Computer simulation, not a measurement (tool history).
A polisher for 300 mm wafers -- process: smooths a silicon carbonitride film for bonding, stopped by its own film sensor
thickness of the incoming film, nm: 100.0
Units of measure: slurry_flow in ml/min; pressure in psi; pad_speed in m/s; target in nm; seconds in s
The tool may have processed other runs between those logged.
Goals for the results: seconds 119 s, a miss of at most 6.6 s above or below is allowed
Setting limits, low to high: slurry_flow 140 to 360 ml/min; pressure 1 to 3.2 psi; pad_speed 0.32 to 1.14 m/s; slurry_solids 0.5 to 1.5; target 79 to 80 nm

run  hour  slurry_flow  pressure  pad_speed  slurry_solids  target  seconds
  1     0          230       2.1       0.72              1      80   82.263
  2   3.9          230       2.1       0.72              1      79   87.967
  3   9.3          230       2.4       0.72              1      79   80.904
  4  13.1          230       2.4       0.88              1      79   68.778
  5  16.7          230       2.4       0.88              1      80   65.936
  6  24.4          175       2.4       0.88              1      80   67.724
  7  33.2          175         2       0.84              1      80   80.084
  8  35.9          175       1.7        0.8              1      80   87.415
  9  42.8          175       1.5       0.76              1      80   98.601
 10  47.3          175       1.4       0.74              1      80   104.25
 11  52.9          175       1.3       0.74              1      80   109.23

5 next moves are on the table. One of them brings every result within its allowed miss. Which?
  A  58.5          175       1.1       0.66              1      79        ?
  B  58.5          150       1.9        0.7              1      79        ?
  C  58.5          175       1.6       0.66            0.8      80        ?
  D  58.5          140       1.2       0.78           0.75      79        ?
  E  58.5          235         1       0.78           0.75      79        ?

move  seconds
   A   132.48
   B   98.637
   C   114.12
   D   129.65
   E   128.52
A: takes the result that was furthest off past its target
B: its largest miss is bigger than the last run's
C: in spec on every target
D: takes the result that was furthest off past its target
E: takes the result that was furthest off past its target
Move C is the one to make.
